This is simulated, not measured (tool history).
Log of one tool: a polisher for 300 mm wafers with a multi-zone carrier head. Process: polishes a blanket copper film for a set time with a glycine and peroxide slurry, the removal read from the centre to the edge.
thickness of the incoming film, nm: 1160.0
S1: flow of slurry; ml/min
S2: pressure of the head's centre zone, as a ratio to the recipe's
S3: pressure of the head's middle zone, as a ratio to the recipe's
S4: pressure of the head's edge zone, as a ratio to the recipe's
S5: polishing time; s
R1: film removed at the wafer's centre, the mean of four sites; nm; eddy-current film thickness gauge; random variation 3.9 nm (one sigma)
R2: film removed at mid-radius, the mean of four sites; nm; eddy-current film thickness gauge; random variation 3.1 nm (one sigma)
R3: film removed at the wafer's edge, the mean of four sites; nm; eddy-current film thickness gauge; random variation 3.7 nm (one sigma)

run	hour	S1	S2	S3	S4	S5	R1	R2	R3
1	0	200	1	1	1	60	351.9	341.3	341.51
2	8.2	210	0.98	1.02	1.05	65	377.19	375.13	378.77
3	16.8	210	0.9	1.02	1.05	65	359.14	373.33	378.64
4	18.8	215	0.88	1.04	1.08	69	373.62	405.24	407.18
5	27.5	215	0.85	1.04	1.08	69	369.27	405.8	410.74
6	34.6	225	0.85	1.05	1.1	72	383.25	428.2	431.73

The next listed run, before its measurement:
7	41.2	225	0.85	1.05	1.1	72	?	?	?

{"run 7": {"R1": 389.04, "R2": 428.48, "R3": 432.55}}

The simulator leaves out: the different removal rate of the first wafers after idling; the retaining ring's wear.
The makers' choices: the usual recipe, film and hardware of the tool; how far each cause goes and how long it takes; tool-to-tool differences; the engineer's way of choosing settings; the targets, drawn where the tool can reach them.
